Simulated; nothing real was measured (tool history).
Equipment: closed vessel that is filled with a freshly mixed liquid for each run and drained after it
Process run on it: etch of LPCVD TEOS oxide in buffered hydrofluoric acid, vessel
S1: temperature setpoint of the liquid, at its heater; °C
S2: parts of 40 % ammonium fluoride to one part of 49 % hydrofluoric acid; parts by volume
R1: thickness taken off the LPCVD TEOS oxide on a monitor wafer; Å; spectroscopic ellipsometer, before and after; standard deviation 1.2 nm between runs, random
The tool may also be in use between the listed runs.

Run 1, hour 0.0: S1 24.0 °C, S2 8.5 parts by volume, time in the liquid (s) 85. Result: R1 2460.1 Å.
Run 2, hour 2.6: S1 25.5 °C, S2 8.5 parts by volume, time in the liquid (s) 85. Result: R1 2670.4 Å.
Run 3, hour 3.9: S1 29.0 °C, S2 8.5 parts by volume, time in the liquid (s) 85. Result: R1 3219.6 Å.
Run 4, hour 6.3: S1 32.0 °C, S2 8.5 parts by volume, time in the liquid (s) 85. Result: R1 3741.3 Å.
Run 5, hour 10.5: S1 32.0 °C, S2 8.5 parts by volume, time in the liquid (s) 85. Result: R1 3744.7 Å.
Run 6, hour 17.8: S1 28.5 °C, S2 8.5 parts by volume, time in the liquid (s) 85. Result: R1 3111.6 Å.
Run 7, hour 26.8: S1 26.5 °C, S2 8.5 parts by volume, time in the liquid (s) 85. Result: R1 2812.4 Å.
Run 8, hour 29.5: S1 25.0 °C, S2 8.5 parts by volume, time in the liquid (s) 85. Result: R1 2575.5 Å.
Run 9, hour 30.1: S1 24.0 °C, S2 8.5 parts by volume, time in the liquid (s) 85. Result: R1 2436.5 Å.
Run 10, hour 32.0: S1 23.0 °C, S2 8.5 parts by volume, time in the liquid (s) 85. Result: R1 2319.2 Å.

Estimate the outcome of run 11 from the log above:
Run 11, hour 37.1: S1 22.5 °C, S2 8.5 parts by volume, time in the liquid (s) 85. Result: R1 ?.

{"run 11": {"R1": 2241.1}}
